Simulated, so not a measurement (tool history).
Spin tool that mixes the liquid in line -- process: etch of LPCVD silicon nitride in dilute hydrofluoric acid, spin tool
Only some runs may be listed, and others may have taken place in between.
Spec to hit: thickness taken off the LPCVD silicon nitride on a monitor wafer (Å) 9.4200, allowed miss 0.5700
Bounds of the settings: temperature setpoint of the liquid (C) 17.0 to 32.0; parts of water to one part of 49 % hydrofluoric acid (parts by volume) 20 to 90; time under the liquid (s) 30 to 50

run  hour  temperature setpoint of the liquid (C)  parts of water to one part of 49 % hydrofluoric acid (parts by volume)  time under the liquid (s)  thickness taken off the LPCVD silicon nitride on a monitor wafer (Å)
  1   0.0                                    24.0                                                                      50                         50                                                                5.0483
  2   2.1                                    24.0                                                                      50                         50                                                                5.0129
  3   4.2                                    25.0                                                                      50                         50                                                                5.3407
  4   9.3                                    25.0                                                                      50                         30                                                                3.2050
  5  12.2                                    24.0                                                                      45                         30                                                                3.2878
  6  12.8                                    21.5                                                                      45                         30                                                                2.7786
  7  14.1                                    23.0                                                                      45                         35                                                                3.5247
  8  21.7                                    24.5                                                                      40                         35                                                                4.4239
  9  22.7                                    25.5                                                                      40                         35                                                                4.7300
 10  24.2                                    29.5                                                                      20                         40                                                               13.5970
 11  27.4                                    29.0                                                                      20                         40                                                               13.5250
 12  29.7                                    28.5                                                                      20                         40                                                               12.9200
 13  33.7                                    28.0                                                                      20                         40                                                               12.1700
 14  34.5                                    27.5                                                                      20                         40                                                               12.1650
 15  37.5                                    27.0                                                                      20                         40                                                               11.4520

Of the 5 settings listed for the next run, only one would bring every result within its allowed miss of target. Which one?
  A  40.5                                    24.0                                                                      20                         40                                                                     ?
  B  40.5                                    32.0                                                                      35                         45                                                                     ?
  C  40.5                                    25.5                                                                      25                         50                                                                     ?
  D  40.5                                    28.5                                                                      30                         50                                                                     ?
  E  40.5                                    29.0                                                                      25                         45                                                                     ?

move  thickness taken off the LPCVD silicon nitride on a monitor wafer (Å)
   A                                                                9.7195
   B                                                               10.8230
   C                                                               10.8680
   D                                                               11.1330
   E                                                               12.3570
A: every result lands within tolerance
B: nearer the targets than the last run, but a result is still out of spec
C: nearer the targets than the last run, but a result is still out of spec
D: nearer the targets than the last run, but a result is still out of spec
E: further off than the last run
So the answer is move A, the one that meets all the targets.
